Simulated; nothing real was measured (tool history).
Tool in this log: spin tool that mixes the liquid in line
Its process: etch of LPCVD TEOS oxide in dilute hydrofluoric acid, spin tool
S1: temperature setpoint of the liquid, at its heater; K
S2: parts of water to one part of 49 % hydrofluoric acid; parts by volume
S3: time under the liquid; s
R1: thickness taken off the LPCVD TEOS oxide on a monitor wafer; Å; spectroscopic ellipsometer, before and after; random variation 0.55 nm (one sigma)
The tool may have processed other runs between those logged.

Run 1, hour 0: S1 298.15 K, S2 135 parts by volume, S3 320 s. Result: R1 491.3 Å.
Run 2, hour 8.6: S1 298.15 K, S2 175 parts by volume, S3 320 s. Result: R1 363.2 Å.
Run 3, hour 17.3: S1 299.65 K, S2 155 parts by volume, S3 320 s. Result: R1 441.78 Å.
Run 4, hour 20.9: S1 302.15 K, S2 155 parts by volume, S3 320 s. Result: R1 489.94 Å.
Run 5, hour 28.6: S1 302.15 K, S2 135 parts by volume, S3 320 s. Result: R1 572 Å.
Run 6, hour 34.2: S1 302.15 K, S2 105 parts by volume, S3 320 s. Result: R1 762.98 Å.
Run 7, hour 42.1: S1 303.15 K, S2 105 parts by volume, S3 320 s. Result: R1 796.04 Å.

Run 8 has not been measured yet. What should we expect?
Run 8, hour 47.5: S1 303.65 K, S2 105 parts by volume, S3 320 s. Result: R1 ?.

{"run 8": {"R1": 811.37}}

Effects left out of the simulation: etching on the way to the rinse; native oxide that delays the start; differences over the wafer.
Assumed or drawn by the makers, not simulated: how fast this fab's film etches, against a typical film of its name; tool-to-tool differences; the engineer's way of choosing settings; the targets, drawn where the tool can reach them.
